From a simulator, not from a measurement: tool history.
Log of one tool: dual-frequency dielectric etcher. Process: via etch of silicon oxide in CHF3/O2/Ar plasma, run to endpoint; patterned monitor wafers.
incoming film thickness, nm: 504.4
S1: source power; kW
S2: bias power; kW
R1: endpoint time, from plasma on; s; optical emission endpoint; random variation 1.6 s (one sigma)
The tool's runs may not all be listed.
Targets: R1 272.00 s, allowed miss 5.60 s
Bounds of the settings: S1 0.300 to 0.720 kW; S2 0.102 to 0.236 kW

run 1 hour=0.0 | S1=0.510 S2=0.169 | R1=313.46
run 2 hour=8.4 | S1=0.460 S2=0.169 | R1=325.58
run 3 hour=14.6 | S1=0.460 S2=0.152 | R1=340.95
run 4 hour=22.7 | S1=0.460 S2=0.136 | R1=357.14
run 5 hour=28.6 | S1=0.540 S2=0.148 | R1=322.52
run 6 hour=35.2 | S1=0.450 S2=0.148 | R1=349.24
run 7 hour=38.4 | S1=0.530 S2=0.154 | R1=320.55
run 8 hour=38.9 | S1=0.590 S2=0.158 | R1=303.10
run 9 hour=42.7 | S1=0.630 S2=0.161 | R1=293.19

Which of these 4 next moves meets every target?
run A hour=46.5 | S1=0.580 S2=0.135 | R1=?
run B hour=46.5 | S1=0.600 S2=0.122 | R1=?
run C hour=46.5 | S1=0.710 S2=0.168 | R1=?
run D hour=46.5 | S1=0.590 S2=0.155 | R1=?

move=A R1=324.69
move=B R1=334.17
move=C R1=272.88
move=D R1=304.19
A: further off than the last run
B: further off than the last run
C: meets every target
D: further off than the last run
Answer: C

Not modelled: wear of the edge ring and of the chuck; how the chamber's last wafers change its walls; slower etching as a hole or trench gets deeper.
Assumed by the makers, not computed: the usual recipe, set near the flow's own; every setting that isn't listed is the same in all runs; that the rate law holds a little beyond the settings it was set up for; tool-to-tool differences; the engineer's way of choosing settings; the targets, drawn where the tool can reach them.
